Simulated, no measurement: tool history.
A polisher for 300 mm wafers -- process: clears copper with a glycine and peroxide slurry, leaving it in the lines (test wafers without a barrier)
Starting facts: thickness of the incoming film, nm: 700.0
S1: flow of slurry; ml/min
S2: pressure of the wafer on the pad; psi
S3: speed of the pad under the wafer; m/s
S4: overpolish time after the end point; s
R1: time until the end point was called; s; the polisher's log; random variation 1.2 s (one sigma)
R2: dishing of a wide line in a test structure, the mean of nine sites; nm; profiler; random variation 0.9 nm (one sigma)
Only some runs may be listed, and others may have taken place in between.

{"run": 1, "hour": 0.0, "S1": 125, "S2": 3.1, "S3": 0.98, "S4": 28, "R1": 126.82, "R2": 65.421}
{"run": 2, "hour": 6.6, "S1": 125, "S2": 3.2, "S3": 1.0, "S4": 25, "R1": 124.08, "R2": 62.154}
{"run": 3, "hour": 11.0, "S1": 125, "S2": 3.4, "S3": 1.0, "S4": 23, "R1": 114.79, "R2": 62.387}
{"run": 4, "hour": 12.3, "S1": 110, "S2": 3.4, "S3": 1.0, "S4": 23, "R1": 119.45, "R2": 60.931}
{"run": 5, "hour": 21.2, "S1": 140, "S2": 3.4, "S3": 1.0, "S4": 23, "R1": 115.29, "R2": 62.681}
{"run": 6, "hour": 27.7, "S1": 140, "S2": 3.4, "S3": 1.14, "S4": 23, "R1": 104.69, "R2": 63.754}
{"run": 7, "hour": 34.1, "S1": 140, "S2": 3.5, "S3": 1.14, "S4": 21, "R1": 103.59, "R2": 62.272}
{"run": 8, "hour": 40.4, "S1": 140, "S2": 3.6, "S3": 1.14, "S4": 20, "R1": 99.847, "R2": 61.301}
{"run": 9, "hour": 46.7, "S1": 150, "S2": 3.9, "S3": 1.16, "S4": 11, "R1": 95.07, "R2": 47.339}
{"run": 10, "hour": 47.5, "S1": 150, "S2": 3.9, "S3": 1.16, "S4": 12, "R1": 97.323, "R2": 49.004}
{"run": 11, "hour": 51.9, "S1": 150, "S2": 3.9, "S3": 1.16, "S4": 13, "R1": 94.792, "R2": 53.029}

Run 12, settings as shown, results not yet in. Your forecast:
{"run": 12, "hour": 57.4, "S1": 155, "S2": 4.1, "S3": 1.16, "S4": 18, "R1": "?", "R2": "?"}

{"run 12": {"R1": 92.74, "R2": 62.206}}
